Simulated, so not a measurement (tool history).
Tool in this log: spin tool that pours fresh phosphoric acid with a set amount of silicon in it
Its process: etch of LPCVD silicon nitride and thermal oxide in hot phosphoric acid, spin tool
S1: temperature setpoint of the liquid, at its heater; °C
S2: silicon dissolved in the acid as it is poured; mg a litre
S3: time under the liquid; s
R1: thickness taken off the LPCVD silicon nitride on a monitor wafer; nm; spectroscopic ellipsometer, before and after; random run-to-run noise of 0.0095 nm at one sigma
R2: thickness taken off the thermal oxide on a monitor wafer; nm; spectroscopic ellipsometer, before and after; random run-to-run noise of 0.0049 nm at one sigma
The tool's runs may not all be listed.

| run | hour | S1 | S2 | S3 | R1 | R2 |
|---|---|---|---|---|---|---|
| 1 | 0.0 | 161.0 | 10.5 | 65 | 5.5434 | 0.190970 |
| 2 | 7.9 | 161.0 | 14.0 | 65 | 5.4052 | 0.181170 |
| 3 | 9.4 | 159.0 | 14.0 | 65 | 5.0749 | 0.128330 |
| 4 | 15.7 | 158.0 | 17.5 | 50 | 3.7837 | 0.091039 |
| 5 | 24.4 | 158.0 | 12.5 | 50 | 3.8333 | 0.084590 |
| 6 | 27.6 | 157.5 | 16.5 | 40 | 2.9644 | 0.074966 |
| 7 | 29.1 | 157.5 | 16.5 | 40 | 2.9733 | 0.071598 |
| 8 | 32.0 | 157.0 | 19.0 | 30 | 2.2496 | 0.049909 |
| 9 | 36.8 | 157.0 | 20.5 | 25 | 1.8477 | 0.033818 |
| 10 | 38.3 | 157.0 | 21.5 | 20 | 1.4647 | 0.026048 |
| 11 | 43.3 | 158.5 | 22.0 | 20 | 1.5752 | 0.023083 |
| 12 | 47.4 | 158.0 | 22.5 | 20 | 1.5183 | 0.031081 |

Run 13 comes next. What will it give?
| 13 | 48.6 | 160.0 | 23.0 | 20 | ? | ? |

{"run 13": {"R1": 1.6225, "R2": 0.030273}}
